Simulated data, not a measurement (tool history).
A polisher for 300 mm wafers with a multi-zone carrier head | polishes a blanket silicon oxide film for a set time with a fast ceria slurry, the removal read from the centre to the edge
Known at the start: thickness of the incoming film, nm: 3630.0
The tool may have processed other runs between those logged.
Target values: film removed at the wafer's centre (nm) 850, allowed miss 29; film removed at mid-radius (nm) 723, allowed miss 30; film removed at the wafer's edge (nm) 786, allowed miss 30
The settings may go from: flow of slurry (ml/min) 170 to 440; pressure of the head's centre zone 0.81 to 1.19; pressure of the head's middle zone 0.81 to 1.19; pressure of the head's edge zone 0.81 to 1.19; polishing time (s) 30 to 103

run	hour	flow of slurry (ml/min)	pressure of the head's centre zone	pressure of the head's middle zone	pressure of the head's edge zone	polishing time (s)	film removed at the wafer's centre (nm)	film removed at mid-radius (nm)	film removed at the wafer's edge (nm)
1	0	280	1	1	1	66	1217.7	1239.7	1253.4
2	1.3	280	1.01	0.98	0.98	62	1149.1	1143.3	1149.7
3	8.2	280	1.05	0.98	0.98	62	1206.7	1166.8	1179.9
4	13.1	280	1.05	0.98	1.04	62	1216.9	1165.3	1177.6
5	18.9	280	1.05	0.91	1.04	62	1202.7	1094.9	1205.6
6	27	280	1.05	0.91	1.04	73	1418.3	1293.4	1396.3
7	28.8	280	1.06	0.91	1.03	67	1321.6	1202.5	1286.6
8	34.1	280	1.07	0.91	1.02	62	1227.6	1100	1207.4
9	41.7	280	1.08	0.92	1.02	57	1133.1	990.39	1093.1
10	47.4	280	1.08	0.93	1.01	54	1085.6	974.36	1044.7
11	48.8	280	1.09	0.93	1	51	1020.4	903.11	977.22

Which one of the following 5 next-run settings gets every result inside its allowed miss? There is exactly one.
A	50.2	350	0.94	0.86	0.95	42	?	?	?
B	50.2	280	0.98	0.99	0.99	69	?	?	?
C	50.2	210	0.92	0.84	1.03	71	?	?	?
D	50.2	250	1.15	1.03	0.95	58	?	?	?
E	50.2	285	1.1	0.88	0.98	42	?	?	?

move	film removed at the wafer's centre (nm)	film removed at mid-radius (nm)	film removed at the wafer's edge (nm)
A	736.36	737.16	791.8
B	1235	1316.2	1308.7
C	1169.4	1179.5	1351.6
D	1189.4	1127.8	1071.1
E	835.52	737.57	794.51
A: the furthest-off result lands on target, but another misses its tolerance
B: further off than the last run
C: further off than the last run
D: further off than the last run
E: every result lands within tolerance
E is the move that brings every result within its allowed miss.
